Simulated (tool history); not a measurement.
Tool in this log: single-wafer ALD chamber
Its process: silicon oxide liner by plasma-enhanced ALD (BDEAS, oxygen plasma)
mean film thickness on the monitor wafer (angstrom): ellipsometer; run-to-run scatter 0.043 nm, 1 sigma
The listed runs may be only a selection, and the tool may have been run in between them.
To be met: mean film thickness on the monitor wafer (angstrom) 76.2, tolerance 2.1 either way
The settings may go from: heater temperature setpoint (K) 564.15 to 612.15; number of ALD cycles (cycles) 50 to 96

run  hour  heater temperature setpoint (K)  number of ALD cycles (cycles)  mean film thickness on the monitor wafer (angstrom)
  1     0                           588.15                             73                                               66.436
  2   6.5                           588.15                             75                                                68.45
  3  13.2                           584.15                             75                                               68.111
  4  14.3                           584.15                             76                                               68.627
  5  15.1                           584.15                             77                                               70.533
  6  23.3                           584.15                             78                                               71.024
     29.6  -- thermocouple changed; heater temperature recalibrated
  7  29.6                           584.15                             79                                               71.267
  8  33.9                           584.15                             80                                               71.546
  9    37                           584.15                             81                                               73.318

5 candidate next runs follow, results not yet known. Just one meets every target within its allowed miss. Identify it.
  A  40.1                           579.15                             89                                                    ?
  B  40.1                           586.15                             89                                                    ?
  C  40.1                           582.15                             90                                                    ?
  D  40.1                           586.15                             84                                                    ?
  E  40.1                           583.15                             78                                                    ?

move  mean film thickness on the monitor wafer (angstrom)
   A                                                81.88
   B                                               81.168
   C                                               82.492
   D                                               76.608
   E                                               71.404
A: carries the result that was furthest off beyond its target, to the other side
B: carries the result that was furthest off beyond its target, to the other side
C: carries the result that was furthest off beyond its target, to the other side
D: in spec on every target
E: its largest miss is bigger than the last run's
Answer: D
